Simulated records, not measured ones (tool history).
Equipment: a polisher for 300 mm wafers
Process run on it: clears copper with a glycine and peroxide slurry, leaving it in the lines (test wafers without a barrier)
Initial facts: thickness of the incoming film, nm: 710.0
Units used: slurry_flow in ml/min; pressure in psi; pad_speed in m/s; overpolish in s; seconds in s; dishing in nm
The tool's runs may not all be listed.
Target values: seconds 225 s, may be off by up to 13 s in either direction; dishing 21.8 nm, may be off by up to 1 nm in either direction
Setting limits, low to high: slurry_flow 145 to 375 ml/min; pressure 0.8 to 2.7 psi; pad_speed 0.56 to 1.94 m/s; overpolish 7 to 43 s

run 1 hour=0 | slurry_flow=240 pressure=1.7 pad_speed=1.24 overpolish=22 | seconds=166.15 dishing=57.647
run 2 hour=4.1 | slurry_flow=230 pressure=1.6 pad_speed=1.24 overpolish=20 | seconds=175.56 dishing=49.908
run 3 hour=8.8 | slurry_flow=215 pressure=1.5 pad_speed=1.26 overpolish=18 | seconds=181.21 dishing=45.219
run 4 hour=9.9 | slurry_flow=270 pressure=1.5 pad_speed=1.26 overpolish=18 | seconds=171.95 dishing=46.996
run 5 hour=17.1 | slurry_flow=270 pressure=1.5 pad_speed=1.26 overpolish=11 | seconds=175.97 dishing=30.337
run 6 hour=19.7 | slurry_flow=290 pressure=1.5 pad_speed=1.26 overpolish=11 | seconds=175.67 dishing=30.259
run 7 hour=22.2 | slurry_flow=290 pressure=1.4 pad_speed=1.24 overpolish=11 | seconds=184.99 dishing=28.275
run 8 hour=23.1 | slurry_flow=290 pressure=1.3 pad_speed=1.24 overpolish=11 | seconds=193.08 dishing=26.579
run 9 hour=25.6 | slurry_flow=290 pressure=1.2 pad_speed=1.24 overpolish=11 | seconds=206.3 dishing=26.33
run 10 hour=29.5 | slurry_flow=290 pressure=1.1 pad_speed=1.18 overpolish=7 | seconds=223.39 dishing=15.689
run 11 hour=36.5 | slurry_flow=240 pressure=1.2 pad_speed=1.14 overpolish=12 | seconds=226.05 dishing=26.067
run 12 hour=43.4 | slurry_flow=250 pressure=1.2 pad_speed=1.14 overpolish=12 | seconds=222.92 dishing=26.201
run 13 hour=47 | slurry_flow=260 pressure=1.1 pad_speed=1.16 overpolish=7 | seconds=225.94 dishing=15.062
run 14 hour=55.2 | slurry_flow=275 pressure=1.1 pad_speed=1.14 overpolish=7 | seconds=238.47 dishing=15.318
run 15 hour=59 | slurry_flow=275 pressure=1.1 pad_speed=1.14 overpolish=8 | seconds=233.18 dishing=17.276

Next run, 4 choices. One meets every target within its allowed miss, the rest don't. Which?
run A hour=62.8 | slurry_flow=340 pressure=1.3 pad_speed=1 overpolish=12 | seconds=? dishing=?
run B hour=62.8 | slurry_flow=255 pressure=1 pad_speed=1.36 overpolish=10 | seconds=? dishing=?
run C hour=62.8 | slurry_flow=255 pressure=1.1 pad_speed=0.98 overpolish=10 | seconds=? dishing=?
run D hour=62.8 | slurry_flow=275 pressure=1.1 pad_speed=1.22 overpolish=9 | seconds=? dishing=?

move=A seconds=227.81 dishing=25.746
move=B seconds=227.02 dishing=21.631
move=C seconds=266.24 dishing=18.823
move=D seconds=227.27 dishing=19.685
A: moves the result that the last run missed by most past its target, out the other side
B: hits every target within its allowed miss
C: nearer the targets than the last run, but a result is still out of spec
D: nearer the targets than the last run, but a result is still out of spec
Answer: B
